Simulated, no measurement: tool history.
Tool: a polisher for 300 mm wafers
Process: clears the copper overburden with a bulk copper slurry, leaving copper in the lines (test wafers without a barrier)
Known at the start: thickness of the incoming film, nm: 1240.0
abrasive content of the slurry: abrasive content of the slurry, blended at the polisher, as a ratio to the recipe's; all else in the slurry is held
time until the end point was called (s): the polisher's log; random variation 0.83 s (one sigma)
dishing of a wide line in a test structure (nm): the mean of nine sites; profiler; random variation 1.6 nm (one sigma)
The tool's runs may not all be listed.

| run | hour | flow of slurry (ml/min) | pressure of the wafer on the pad (psi) | speed of the pad under the wafer (m/s) | abrasive content of the slurry | overpolish time after the end point (s) | time until the end point was called (s) | dishing of a wide line in a test structure (nm) |
|---|---|---|---|---|---|---|---|---|
| 1 | 0.0 | 220 | 3.4 | 1.40 | 1.0 | 20 | 84.853 | 91.167 |
| 2 | 7.3 | 220 | 3.5 | 1.40 | 1.0 | 18 | 80.519 | 88.407 |
| 3 | 15.6 | 220 | 3.5 | 1.68 | 1.0 | 18 | 68.052 | 90.296 |
| 4 | 22.9 | 220 | 3.5 | 1.68 | 1.0 | 17 | 67.677 | 92.829 |
| 5 | 26.9 | 220 | 3.5 | 1.68 | 1.0 | 24 | 69.786 | 97.854 |
| 6 | 28.3 | 220 | 3.5 | 1.68 | 1.0 | 22 | 69.669 | 96.598 |

The next listed run, before its measurement:
| 7 | 30.2 | 220 | 3.5 | 1.68 | 1.0 | 20 | ? | ? |

time until the end point was called (s): 67.243
dishing of a wide line in a test structure (nm): 96.577
